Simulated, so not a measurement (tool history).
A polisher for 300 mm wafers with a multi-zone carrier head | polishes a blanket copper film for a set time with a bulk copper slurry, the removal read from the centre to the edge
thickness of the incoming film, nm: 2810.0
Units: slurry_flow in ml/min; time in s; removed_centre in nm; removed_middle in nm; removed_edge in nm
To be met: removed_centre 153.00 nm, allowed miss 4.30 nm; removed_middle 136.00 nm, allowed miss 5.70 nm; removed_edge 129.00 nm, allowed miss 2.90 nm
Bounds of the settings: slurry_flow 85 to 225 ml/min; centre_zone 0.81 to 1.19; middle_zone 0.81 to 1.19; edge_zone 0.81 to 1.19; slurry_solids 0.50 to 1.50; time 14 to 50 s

{"run": 1, "hour": 0.0, "slurry_flow": 145, "centre_zone": 1.0, "middle_zone": 1.0, "edge_zone": 1.0, "slurry_solids": 1.0, "time": 32, "removed_centre": 170.77, "removed_middle": 169.51, "removed_edge": 170.02}
{"run": 2, "hour": 7.6, "slurry_flow": 140, "centre_zone": 1.01, "middle_zone": 1.0, "edge_zone": 0.98, "slurry_solids": 0.95, "time": 32, "removed_centre": 172.22, "removed_middle": 164.42, "removed_edge": 165.17}
{"run": 3, "hour": 13.5, "slurry_flow": 140, "centre_zone": 0.95, "middle_zone": 1.0, "edge_zone": 0.98, "slurry_solids": 0.95, "time": 32, "removed_centre": 159.79, "removed_middle": 166.22, "removed_edge": 167.13}
{"run": 4, "hour": 20.2, "slurry_flow": 140, "centre_zone": 0.95, "middle_zone": 1.06, "edge_zone": 0.98, "slurry_solids": 0.95, "time": 32, "removed_centre": 161.25, "removed_middle": 173.99, "removed_edge": 166.65}
{"run": 5, "hour": 20.9, "slurry_flow": 135, "centre_zone": 0.96, "middle_zone": 1.05, "edge_zone": 0.96, "slurry_solids": 0.9, "time": 32, "removed_centre": 162.04, "removed_middle": 169.09, "removed_edge": 162.36}
{"hour": 25.4, "done": "worn pad replaced by a new one"}
{"run": 6, "hour": 25.4, "slurry_flow": 130, "centre_zone": 0.97, "middle_zone": 1.05, "edge_zone": 0.94, "slurry_solids": 0.85, "time": 32, "removed_centre": 172.95, "removed_middle": 178.39, "removed_edge": 170.65}
{"run": 7, "hour": 31.7, "slurry_flow": 130, "centre_zone": 0.97, "middle_zone": 1.05, "edge_zone": 0.94, "slurry_solids": 0.85, "time": 32, "removed_centre": 172.21, "removed_middle": 180.84, "removed_edge": 169.72}
{"run": 8, "hour": 38.4, "slurry_flow": 130, "centre_zone": 0.99, "middle_zone": 1.05, "edge_zone": 0.95, "slurry_solids": 0.9, "time": 31, "removed_centre": 171.17, "removed_middle": 179.97, "removed_edge": 169.22}
{"run": 9, "hour": 41.8, "slurry_flow": 140, "centre_zone": 0.99, "middle_zone": 1.05, "edge_zone": 0.94, "slurry_solids": 0.85, "time": 30, "removed_centre": 164.41, "removed_middle": 174.87, "removed_edge": 161.96}
{"run": 10, "hour": 45.6, "slurry_flow": 140, "centre_zone": 1.01, "middle_zone": 1.03, "edge_zone": 0.93, "slurry_solids": 0.85, "time": 29, "removed_centre": 163.93, "removed_middle": 164.73, "removed_edge": 154.72}
{"run": 11, "hour": 53.8, "slurry_flow": 100, "centre_zone": 1.06, "middle_zone": 0.96, "edge_zone": 0.83, "slurry_solids": 0.6, "time": 28, "removed_centre": 140.6, "removed_middle": 133.89, "removed_edge": 127.92}
{"run": 12, "hour": 57.9, "slurry_flow": 105, "centre_zone": 1.07, "middle_zone": 0.96, "edge_zone": 0.83, "slurry_solids": 0.6, "time": 28, "removed_centre": 144.99, "removed_middle": 131.88, "removed_edge": 127.74}
{"run": 13, "hour": 63.5, "slurry_flow": 110, "centre_zone": 1.07, "middle_zone": 0.96, "edge_zone": 0.83, "slurry_solids": 0.6, "time": 28, "removed_centre": 145.28, "removed_middle": 133.02, "removed_edge": 127.35}
{"run": 14, "hour": 67.1, "slurry_flow": 115, "centre_zone": 1.07, "middle_zone": 0.96, "edge_zone": 0.83, "slurry_solids": 0.6, "time": 28, "removed_centre": 146.24, "removed_middle": 133.36, "removed_edge": 129.64}
{"run": 15, "hour": 68.5, "slurry_flow": 120, "centre_zone": 1.09, "middle_zone": 0.98, "edge_zone": 0.82, "slurry_solids": 0.55, "time": 28, "removed_centre": 146.45, "removed_middle": 130.8, "removed_edge": 124.77}

4 next moves are on the table. One of them brings every result within its allowed miss. Which?
{"run": "A", "hour": 69.9, "slurry_flow": 120, "centre_zone": 1.07, "middle_zone": 1.02, "edge_zone": 0.81, "slurry_solids": 0.5, "time": 28, "removed_centre": "?", "removed_middle": "?", "removed_edge": "?"}
{"run": "B", "hour": 69.9, "slurry_flow": 135, "centre_zone": 1.18, "middle_zone": 1.03, "edge_zone": 0.81, "slurry_solids": 0.6, "time": 26, "removed_centre": "?", "removed_middle": "?", "removed_edge": "?"}
{"run": "C", "hour": 69.9, "slurry_flow": 125, "centre_zone": 1.07, "middle_zone": 1.01, "edge_zone": 0.81, "slurry_solids": 0.6, "time": 27, "removed_centre": "?", "removed_middle": "?", "removed_edge": "?"}
{"run": "D", "hour": 69.9, "slurry_flow": 110, "centre_zone": 1.1, "middle_zone": 0.97, "edge_zone": 0.81, "slurry_solids": 0.55, "time": 29, "removed_centre": "?", "removed_middle": "?", "removed_edge": "?"}

move=A removed_centre=143.77 removed_middle=136.88 removed_edge=122.23
move=B removed_centre=154.08 removed_middle=135.96 removed_edge=119.80
move=C removed_centre=145.54 removed_middle=137.30 removed_edge=123.41
move=D removed_centre=153.14 removed_middle=136.90 removed_edge=128.19
A: further off than the last run
B: brings the result that was furthest off to its target, and leaves another outside
C: further off than the last run
D: meets every target
Move D is the one to make.
